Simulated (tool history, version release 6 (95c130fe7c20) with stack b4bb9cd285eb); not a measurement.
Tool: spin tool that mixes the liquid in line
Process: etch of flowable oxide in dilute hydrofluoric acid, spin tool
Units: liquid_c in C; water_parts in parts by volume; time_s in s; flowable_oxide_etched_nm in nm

run	hour	liquid_c	water_parts	time_s	flowable_oxide_etched_nm
1	0.0	21.0	140	310	73.882
2	4.0	20.5	140	310	72.997
3	6.7	20.0	140	310	70.714
4	7.3	18.5	140	310	67.101
5	13.1	18.5	170	310	53.345
6	16.6	20.0	170	310	56.810
7	25.2	20.5	170	310	57.814
8	31.3	21.0	170	310	59.277
9	37.9	22.0	170	310	61.416

The next listed run, before its measurement:
10	39.5	22.5	170	310	?

{"run 10": {"flowable_oxide_etched_nm": 62.43}}
